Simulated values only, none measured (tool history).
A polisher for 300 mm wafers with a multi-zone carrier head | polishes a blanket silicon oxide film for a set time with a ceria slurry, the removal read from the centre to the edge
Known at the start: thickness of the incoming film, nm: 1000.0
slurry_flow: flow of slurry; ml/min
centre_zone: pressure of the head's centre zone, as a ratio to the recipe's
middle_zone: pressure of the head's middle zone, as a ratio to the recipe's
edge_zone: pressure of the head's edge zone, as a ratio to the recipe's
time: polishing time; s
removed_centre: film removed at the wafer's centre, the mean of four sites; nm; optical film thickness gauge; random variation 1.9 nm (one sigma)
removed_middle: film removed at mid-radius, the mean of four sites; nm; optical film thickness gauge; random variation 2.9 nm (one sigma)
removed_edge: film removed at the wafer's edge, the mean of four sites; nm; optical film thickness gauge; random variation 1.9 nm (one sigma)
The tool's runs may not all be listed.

run 1 hour=0 | slurry_flow=140 centre_zone=1 middle_zone=1 edge_zone=1 time=54 | removed_centre=293.09 removed_middle=308.42 removed_edge=291.76
run 2 hour=6.3 | slurry_flow=135 centre_zone=0.99 middle_zone=1 edge_zone=0.98 time=51 | removed_centre=273 removed_middle=291.88 removed_edge=270.58
run 3 hour=15 | slurry_flow=130 centre_zone=0.98 middle_zone=0.99 edge_zone=0.97 time=49 | removed_centre=258.07 removed_middle=267.77 removed_edge=265.46
run 4 hour=15.5 | slurry_flow=115 centre_zone=0.98 middle_zone=0.99 edge_zone=0.97 time=49 | removed_centre=251.15 removed_middle=261.28 removed_edge=250.74
run 5 hour=17.7 | slurry_flow=115 centre_zone=0.98 middle_zone=0.99 edge_zone=0.91 time=49 | removed_centre=251.91 removed_middle=251.08 removed_edge=240.3
run 6 hour=19.6 | slurry_flow=90 centre_zone=0.98 middle_zone=0.99 edge_zone=0.91 time=49 | removed_centre=226.84 removed_middle=241.58 removed_edge=229.63
run 7 hour=22.8 | slurry_flow=90 centre_zone=0.97 middle_zone=1 edge_zone=0.9 time=48 | removed_centre=218.68 removed_middle=226.94 removed_edge=223.71

Run 8 comes next. What will it give?
run 8 hour=28.3 | slurry_flow=90 centre_zone=0.97 middle_zone=1.03 edge_zone=0.89 time=47 | removed_centre=? removed_middle=? removed_edge=?

{"run 8": {"removed_centre": 214.98, "removed_middle": 230.95, "removed_edge": 219.16}}
